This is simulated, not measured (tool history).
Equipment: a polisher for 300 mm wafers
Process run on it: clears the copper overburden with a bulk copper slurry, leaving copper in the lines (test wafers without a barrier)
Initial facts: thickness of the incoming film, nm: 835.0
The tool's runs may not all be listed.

run  hour  flow of slurry (ml/min)  pressure of the wafer on the pad (kPa)  speed of the pad under the wafer (cm/s)  abrasive content of the slurry  overpolish time after the end point (s)  time until the end point was called (s)  dishing of a wide line in a test structure (angstrom)
  1   0.0                      140                                    20.7                                       84                            1.00                                       29                                   88.654                                                1214.50
  2   5.6                      110                                    20.7                                       84                            1.00                                       29                                   92.635                                                1160.90
  3   9.8                      105                                    19.3                                       84                            1.00                                       32                                  101.640                                                1162.40
  4  13.8                      100                                    18.6                                       84                            1.00                                       33                                  105.440                                                1165.30
  5  19.6                      100                                    13.8                                       84                            1.00                                       33                                  140.410                                                 918.80
  6  24.2                      100                                    13.8                                       84                            0.85                                       33                                  146.330                                                 883.08
  7  27.7                      120                                    14.5                                       84                            0.85                                       35                                  133.890                                                1021.30
  8  35.5                      135                                    14.5                                       84                            0.85                                       35                                  129.170                                                1054.00
  9  36.3                      145                                    14.5                                       84                            0.85                                       35                                  127.930                                                 998.24

What does the tool deliver on the next run?
 10  42.7                      155                                    14.5                                       84                            0.85                                       37                                        ?                                                      ?

Run 10 yielded time until the end point was called (s) 127.480, dishing of a wide line in a test structure (angstrom) 1053.10.

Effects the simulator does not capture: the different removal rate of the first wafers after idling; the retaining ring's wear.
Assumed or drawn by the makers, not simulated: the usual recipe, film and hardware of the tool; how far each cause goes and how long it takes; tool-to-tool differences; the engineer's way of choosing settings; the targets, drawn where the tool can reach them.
